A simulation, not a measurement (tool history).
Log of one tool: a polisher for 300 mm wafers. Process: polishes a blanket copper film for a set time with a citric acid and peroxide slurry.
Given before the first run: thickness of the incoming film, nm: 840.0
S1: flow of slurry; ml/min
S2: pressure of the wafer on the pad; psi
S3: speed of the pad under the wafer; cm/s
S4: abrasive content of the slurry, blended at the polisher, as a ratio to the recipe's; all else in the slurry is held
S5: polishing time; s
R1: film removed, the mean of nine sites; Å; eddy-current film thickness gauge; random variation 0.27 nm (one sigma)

run,day,S1,S2,S3,S4,S5,R1
1,0,285,2.4,94,1,41,583.15
2,0.192,285,2.2,86,1,41,510.5
3,0.421,285,2.2,86,1,41,496.82
4,0.775,285,2,78,1,41,414.3
# day 1.138: worn pad replaced by a new one
5,1.138,285,1.8,74,1,41,413.12
6,1.217,270,1.7,68,0.9,40,338.13
7,1.479,270,1.6,64,0.9,40,314.16
8,1.538,270,1.6,64,0.9,40,298.63
9,1.833,265,1.5,62,0.9,40,281.23
10,1.875,255,1.4,62,0.9,40,262.98
11,1.992,240,1.4,62,0.9,40,259.72
12,2.183,235,1.1,56,0.9,40,190.44
13,2.25,245,1.1,56,0.9,40,191.55
14,2.342,255,1.1,56,0.9,40,196.87

Forecast run 15:
15,2.438,285,1.3,56,0.9,40,?

R1: 227.55 Å
